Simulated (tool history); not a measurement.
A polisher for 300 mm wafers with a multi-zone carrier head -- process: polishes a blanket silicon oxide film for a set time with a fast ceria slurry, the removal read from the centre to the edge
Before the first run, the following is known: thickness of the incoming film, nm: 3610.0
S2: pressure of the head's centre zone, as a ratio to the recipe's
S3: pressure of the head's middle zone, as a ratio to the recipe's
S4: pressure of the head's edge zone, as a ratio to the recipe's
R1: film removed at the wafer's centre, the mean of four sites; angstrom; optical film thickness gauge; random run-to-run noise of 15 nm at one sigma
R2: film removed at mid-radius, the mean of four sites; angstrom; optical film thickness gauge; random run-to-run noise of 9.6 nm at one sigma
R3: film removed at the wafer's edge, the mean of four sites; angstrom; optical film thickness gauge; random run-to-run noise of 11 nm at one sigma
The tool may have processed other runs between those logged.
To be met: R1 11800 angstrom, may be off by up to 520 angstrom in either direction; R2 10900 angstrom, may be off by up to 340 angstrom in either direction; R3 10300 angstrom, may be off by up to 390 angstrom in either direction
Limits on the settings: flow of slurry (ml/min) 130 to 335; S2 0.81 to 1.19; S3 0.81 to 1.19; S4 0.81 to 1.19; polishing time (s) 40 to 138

run 1 hour=0 | flow_of_slurry_(ml/min)=215 S2=1 S3=1 S4=1 polishing_time_(s)=88 | R1=7480.1 R2=7583.1 R3=7309.8
run 2 hour=4.3 | flow_of_slurry_(ml/min)=225 S2=1.04 S3=1.02 S4=1.03 polishing_time_(s)=94 | R1=8393.1 R2=8360.8 R3=8011
run 3 hour=12.8 | flow_of_slurry_(ml/min)=225 S2=1.04 S3=1.02 S4=0.98 polishing_time_(s)=94 | R1=8291.6 R2=8334 R3=7867.4
run 4 hour=16.2 | flow_of_slurry_(ml/min)=235 S2=1.08 S3=1.03 S4=1.01 polishing_time_(s)=98 | R1=8973.4 R2=8874.2 R3=8255.5
run 5 hour=19.3 | flow_of_slurry_(ml/min)=240 S2=1.1 S3=1.03 S4=1.03 polishing_time_(s)=103 | R1=9717 R2=9407 R3=8595
run 6 hour=24.1 | flow_of_slurry_(ml/min)=235 S2=1.1 S3=1.02 S4=1.04 polishing_time_(s)=108 | R1=10135 R2=9503.2 R3=9382.6
run 7 hour=28.7 | flow_of_slurry_(ml/min)=245 S2=1.12 S3=1.03 S4=1.05 polishing_time_(s)=110 | R1=10673 R2=9931.8 R3=9268.6
-- hour=35.4 edge zone pressure recalibrated
run 8 hour=35.4 | flow_of_slurry_(ml/min)=245 S2=1.12 S3=1.03 S4=1.05 polishing_time_(s)=113 | R1=10727 R2=10152 R3=9798.6
run 9 hour=42 | flow_of_slurry_(ml/min)=250 S2=1.13 S3=1.03 S4=1.06 polishing_time_(s)=114 | R1=11039 R2=10314 R3=10145
run 10 hour=42.5 | flow_of_slurry_(ml/min)=255 S2=1.14 S3=1.04 S4=1.06 polishing_time_(s)=114 | R1=11161 R2=10542 R3=10058
run 11 hour=45.3 | flow_of_slurry_(ml/min)=260 S2=1.15 S3=1.04 S4=1.06 polishing_time_(s)=114 | R1=11220 R2=10451 R3=10068

Exactly one of the 5 candidate moves below puts every result within its allowed miss. Which one?
run A hour=48.1 | flow_of_slurry_(ml/min)=240 S2=1.17 S3=1.04 S4=1.01 polishing_time_(s)=119 | R1=? R2=? R3=?
run B hour=48.1 | flow_of_slurry_(ml/min)=230 S2=1.08 S3=1.1 S4=1.15 polishing_time_(s)=115 | R1=? R2=? R3=?
run C hour=48.1 | flow_of_slurry_(ml/min)=270 S2=1.14 S3=0.98 S4=1.19 polishing_time_(s)=112 | R1=? R2=? R3=?
run D hour=48.1 | flow_of_slurry_(ml/min)=280 S2=1.14 S3=0.93 S4=1.16 polishing_time_(s)=111 | R1=? R2=? R3=?
run E hour=48.1 | flow_of_slurry_(ml/min)=250 S2=1.09 S3=1.11 S4=1.08 polishing_time_(s)=116 | R1=? R2=? R3=?

move=A R1=11873 R2=10910 R3=10358
move=B R1=10620 R2=11002 R3=10457
move=C R1=11085 R2=9903.6 R3=10493
move=D R1=11031 R2=9431.6 R3=10333
move=E R1=10931 R2=11304 R3=10379
A: hits every target within its allowed miss
B: brings the last run's worst result on target, with another outside its allowed miss
C: lands further from the targets than the last run did
D: lands further from the targets than the last run did
E: moves the result that the last run missed by most past its target, out the other side
The move that meets every target is A.
